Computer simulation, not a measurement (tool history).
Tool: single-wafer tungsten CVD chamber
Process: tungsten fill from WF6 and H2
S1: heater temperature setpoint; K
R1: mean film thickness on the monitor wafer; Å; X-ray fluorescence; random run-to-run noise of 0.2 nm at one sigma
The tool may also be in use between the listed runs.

run 1 hour=0 | S1=653.15 chamber_pressure_(mTorr)=49800 deposition_time_(s)=35 | R1=829.99
run 2 hour=4.3 | S1=650.15 chamber_pressure_(mTorr)=48800 deposition_time_(s)=35 | R1=775.57
run 3 hour=11.1 | S1=648.15 chamber_pressure_(mTorr)=47800 deposition_time_(s)=35 | R1=735.67
run 4 hour=12.5 | S1=648.15 chamber_pressure_(mTorr)=39100 deposition_time_(s)=35 | R1=676.14
run 5 hour=15 | S1=646.15 chamber_pressure_(mTorr)=39000 deposition_time_(s)=35 | R1=641.13
run 6 hour=21.6 | S1=651.15 chamber_pressure_(mTorr)=39000 deposition_time_(s)=35 | R1=721.91

Run 7 comes next. What will it give?
run 7 hour=27.3 | S1=639.15 chamber_pressure_(mTorr)=37700 deposition_time_(s)=35 | R1=?

R1: 530.81 Å
